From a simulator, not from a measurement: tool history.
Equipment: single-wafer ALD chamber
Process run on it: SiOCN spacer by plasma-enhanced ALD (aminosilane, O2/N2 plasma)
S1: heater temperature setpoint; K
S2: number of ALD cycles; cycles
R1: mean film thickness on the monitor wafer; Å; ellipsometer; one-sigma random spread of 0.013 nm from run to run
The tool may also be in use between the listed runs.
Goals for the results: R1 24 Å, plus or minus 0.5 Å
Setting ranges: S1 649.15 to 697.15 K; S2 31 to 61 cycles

Run 1, day 0: S1 673.15 K, S2 46 cycles. Result: R1 26.464 Å.
Run 2, day 0.246: S1 667.15 K, S2 46 cycles. Result: R1 26.301 Å.
Run 3, day 0.354: S1 673.15 K, S2 46 cycles. Result: R1 26.373 Å.
Run 4, day 0.462: S1 673.15 K, S2 53 cycles. Result: R1 30.401 Å.
Run 5, day 0.767: S1 681.15 K, S2 53 cycles. Result: R1 29.582 Å.
Run 6, day 0.883: S1 683.15 K, S2 50 cycles. Result: R1 27.812 Å.
Run 7, day 1.004: S1 684.15 K, S2 48 cycles. Result: R1 26.652 Å.
Run 8, day 1.354: S1 684.15 K, S2 48 cycles. Result: R1 26.62 Å.
Run 9, day 1.521: S1 685.15 K, S2 47 cycles. Result: R1 26.155 Å.
Run 10, day 1.821: S1 686.15 K, S2 42 cycles. Result: R1 23.112 Å.
Run 11, day 2.079: S1 685.15 K, S2 42 cycles. Result: R1 23.164 Å.
Run 12, day 2.258: S1 684.15 K, S2 42 cycles. Result: R1 23.319 Å.
Run 13, day 2.617: S1 683.15 K, S2 42 cycles. Result: R1 23.463 Å.
Run 14, day 2.912: S1 682.15 K, S2 42 cycles. Result: R1 23.44 Å.

Of the 4 settings listed for the next run, only one would bring every result within its allowed miss of target. Which one?
Run A, day 3.208: S1 677.15 K, S2 42 cycles. Result: R1 ?.
Run B, day 3.208: S1 675.15 K, S2 40 cycles. Result: R1 ?.
Run C, day 3.208: S1 671.15 K, S2 40 cycles. Result: R1 ?.
Run D, day 3.208: S1 691.15 K, S2 41 cycles. Result: R1 ?.

move      R1
   A   23.78
   B  22.769
   C  22.891
   D   22.34
A: meets every target
B: misses by more than the last run did
C: misses by more than the last run did
D: misses by more than the last run did
Correct choice: A, which meets every target

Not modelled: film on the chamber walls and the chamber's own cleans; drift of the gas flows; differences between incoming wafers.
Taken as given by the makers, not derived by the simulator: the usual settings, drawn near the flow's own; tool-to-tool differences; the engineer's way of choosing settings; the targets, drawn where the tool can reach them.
